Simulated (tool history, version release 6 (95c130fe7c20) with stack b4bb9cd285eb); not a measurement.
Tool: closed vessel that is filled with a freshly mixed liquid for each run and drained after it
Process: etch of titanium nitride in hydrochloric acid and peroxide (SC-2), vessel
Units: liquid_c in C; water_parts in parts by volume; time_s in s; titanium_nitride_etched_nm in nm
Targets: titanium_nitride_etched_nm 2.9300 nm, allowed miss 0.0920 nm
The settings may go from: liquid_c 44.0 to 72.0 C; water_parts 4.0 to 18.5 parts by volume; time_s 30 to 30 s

{"run": 1, "hour": 0.0, "liquid_c": 60.0, "water_parts": 10.5, "time_s": 30, "titanium_nitride_etched_nm": 1.4108}
{"run": 2, "hour": 5.6, "liquid_c": 60.0, "water_parts": 13.0, "time_s": 30, "titanium_nitride_etched_nm": 1.1767}
{"run": 3, "hour": 12.6, "liquid_c": 63.5, "water_parts": 13.0, "time_s": 30, "titanium_nitride_etched_nm": 1.4799}
{"run": 4, "hour": 16.6, "liquid_c": 65.5, "water_parts": 12.5, "time_s": 30, "titanium_nitride_etched_nm": 1.7292}
{"run": 5, "hour": 19.2, "liquid_c": 61.5, "water_parts": 12.5, "time_s": 30, "titanium_nitride_etched_nm": 1.3752}
{"run": 6, "hour": 26.9, "liquid_c": 61.5, "water_parts": 12.5, "time_s": 30, "titanium_nitride_etched_nm": 1.3657}
{"run": 7, "hour": 30.1, "liquid_c": 64.0, "water_parts": 12.0, "time_s": 30, "titanium_nitride_etched_nm": 1.62}
{"run": 8, "hour": 36.2, "liquid_c": 72.0, "water_parts": 10.0, "time_s": 30, "titanium_nitride_etched_nm": 3.0581}

Which of these 5 next moves meets every target?
{"run": "A", "hour": 42.3, "liquid_c": 71.0, "water_parts": 9.0, "time_s": 30, "titanium_nitride_etched_nm": "?"}
{"run": "B", "hour": 42.3, "liquid_c": 69.5, "water_parts": 9.0, "time_s": 30, "titanium_nitride_etched_nm": "?"}
{"run": "C", "hour": 42.3, "liquid_c": 69.5, "water_parts": 8.0, "time_s": 30, "titanium_nitride_etched_nm": "?"}
{"run": "D", "hour": 42.3, "liquid_c": 72.0, "water_parts": 11.5, "time_s": 30, "titanium_nitride_etched_nm": "?"}
{"run": "E", "hour": 42.3, "liquid_c": 66.0, "water_parts": 7.5, "time_s": 30, "titanium_nitride_etched_nm": "?"}

move=A titanium_nitride_etched_nm=3.1477
move=B titanium_nitride_etched_nm=2.8809
move=C titanium_nitride_etched_nm=3.1760
move=D titanium_nitride_etched_nm=2.7086
move=E titanium_nitride_etched_nm=2.7140
A: further off than the last run
B: meets every target
C: further off than the last run
D: takes the result that was furthest off past its target
E: takes the result that was furthest off past its target
The right move is B.
